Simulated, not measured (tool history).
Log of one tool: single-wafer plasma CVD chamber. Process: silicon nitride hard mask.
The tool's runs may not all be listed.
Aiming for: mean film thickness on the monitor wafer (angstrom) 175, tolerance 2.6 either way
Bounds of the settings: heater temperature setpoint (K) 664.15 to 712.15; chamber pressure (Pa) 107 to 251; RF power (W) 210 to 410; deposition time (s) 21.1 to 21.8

run  hour  heater temperature setpoint (K)  chamber pressure (Pa)  RF power (W)  deposition time (s)  mean film thickness on the monitor wafer (angstrom)
  1     0                           688.15                    179           310                 21.1                                               241.05
  2     1                           688.15                    156           310                 21.1                                               232.07
  3   2.7                           688.15                    144           285                 21.1                                               207.52
  4   4.7                           688.15                    125           285                 21.1                                               200.29
  5  12.6                           688.15                    148           285                 21.1                                               209.97
  6  15.3                           688.15                    148           285                 21.1                                               209.76
  7  19.5                           689.15                    112           235                 21.1                                               152.47
  8  20.4                           688.15                    124           235                 21.1                                                159.4
  9  22.2                           687.15                    132           235                 21.1                                               162.85
 10  23.2                           687.15                    132           235                 21.1                                               162.33
 11  25.6                           687.15                    139           235                 21.1                                               164.55
 12  31.7                           687.15                    145           235                 21.1                                               165.49
 13  40.6                           686.15                    152           235                 21.1                                               169.81
 14  47.9                           685.15                    155           235                 21.1                                               170.78
 15  56.1                           684.15                    157           235                 21.1                                               171.47

Below are 4 possible settings for the next run. Only one of them brings all results inside the allowed miss of their targets. Which is it?
  A  64.3                           682.15                    107           255                 21.4                                                    ?
  B  64.3                           679.15                    139           240                 21.3                                                    ?
  C  64.3                           687.15                    155           230                 21.5                                                    ?
  D  64.3                           685.15                    155           240                 21.1                                                    ?

move  mean film thickness on the monitor wafer (angstrom)
   A                                               166.96
   B                                               169.39
   C                                               167.27
   D                                               173.37
A: the biggest miss grows against the last run
B: the biggest miss grows against the last run
C: the biggest miss grows against the last run
D: every result within its allowed miss
D is the move that brings every result within its allowed miss.
